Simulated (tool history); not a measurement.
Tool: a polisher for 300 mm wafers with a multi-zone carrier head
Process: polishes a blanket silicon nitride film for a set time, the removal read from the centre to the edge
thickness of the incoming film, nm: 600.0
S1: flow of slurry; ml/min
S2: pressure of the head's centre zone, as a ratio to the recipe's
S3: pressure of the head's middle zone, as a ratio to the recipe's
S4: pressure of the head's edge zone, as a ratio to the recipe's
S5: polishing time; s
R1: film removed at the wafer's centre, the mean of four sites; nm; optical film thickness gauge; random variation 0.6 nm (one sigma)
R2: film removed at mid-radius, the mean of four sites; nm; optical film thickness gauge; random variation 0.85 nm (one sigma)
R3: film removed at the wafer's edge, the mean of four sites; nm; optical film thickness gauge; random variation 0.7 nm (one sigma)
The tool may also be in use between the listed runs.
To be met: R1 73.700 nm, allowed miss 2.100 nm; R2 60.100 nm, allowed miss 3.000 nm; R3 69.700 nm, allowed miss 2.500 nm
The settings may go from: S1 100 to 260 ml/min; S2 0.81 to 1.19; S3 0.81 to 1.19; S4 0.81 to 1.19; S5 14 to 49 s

run  hour   S1    S2    S3    S4  S5      R1      R2      R3
  1   0.0  165  1.00  1.00  1.00  31  45.051  46.845  45.550
  2   9.0  165  1.00  1.00  1.00  35  51.751  51.891  51.795
  3  14.0  165  0.97  1.00  1.00  35  50.920  52.650  52.729
  4  16.3  165  0.97  1.00  1.00  39  55.801  58.175  58.017
  5  18.5  165  0.97  1.00  0.97  39  55.634  57.699  57.229
  6  22.8  205  0.97  1.00  0.97  39  57.075  59.745  57.602
  7  23.6  200  1.00  0.97  1.01  40  60.150  58.700  60.687
  8  28.6  200  1.03  0.96  1.04  41  63.914  62.222  61.605
  9  29.4  230  0.99  0.86  0.94  46  70.420  63.323  67.744

4 next moves are on the table. One of them brings every result within its allowed miss. Which?
  A  30.2  260  1.04  0.81  0.99  45   ?   ?   ?
  B  30.2  230  0.93  0.93  0.94  43   ?   ?   ?
  C  30.2  215  0.94  0.95  1.04  45   ?   ?   ?
  D  30.2  260  0.84  0.94  0.91  48   ?   ?   ?

move      R1      R2      R3
   A  74.099  59.510  69.729
   B  62.741  62.850  64.203
   C  65.692  66.360  70.056
   D  64.689  71.853  71.362
A: meets every target
B: further off than the last run
C: further off than the last run
D: further off than the last run
The right move is A.
